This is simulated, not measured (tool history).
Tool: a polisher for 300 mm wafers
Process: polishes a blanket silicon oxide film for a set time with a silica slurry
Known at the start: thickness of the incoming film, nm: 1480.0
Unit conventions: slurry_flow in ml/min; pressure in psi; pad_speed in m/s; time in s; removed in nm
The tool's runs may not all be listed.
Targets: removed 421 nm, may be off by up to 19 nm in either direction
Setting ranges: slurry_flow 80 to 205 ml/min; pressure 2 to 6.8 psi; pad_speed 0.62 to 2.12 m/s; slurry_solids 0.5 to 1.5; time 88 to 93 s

run,hour,slurry_flow,pressure,pad_speed,slurry_solids,time,removed
1,0,135,4.4,1.36,1,88,317.75
2,3.7,140,4.8,1.38,1,88,340.13
3,8.4,140,4.8,1.38,1,88,352.91
4,9.4,165,4.8,1.38,1,88,353.24
5,16.3,165,4.8,1.38,1,88,349.71
6,18.9,165,4.8,1.38,1.2,88,386.42
7,23.5,165,4.9,1.38,1.2,88,392.9
8,25.8,165,5,1.38,1.2,88,402.86

Next run, 5 choices. One meets every target within its allowed miss, the rest don't. Which?
A,28.1,165,5.7,1.02,1.5,93,?
B,28.1,165,5.5,1.18,1.15,88,?
C,28.1,170,5.2,1.14,1.3,88,?
D,28.1,170,4.5,1.48,1.25,88,?
E,28.1,180,5.2,1.12,1.2,92,?

move,removed
A,410.01
B,377.86
C,368.43
D,388.06
E,370.3
A: hits every target within its allowed miss
B: its largest miss is bigger than the last run's
C: its largest miss is bigger than the last run's
D: its largest miss is bigger than the last run's
E: its largest miss is bigger than the last run's
Move A is the one to make.
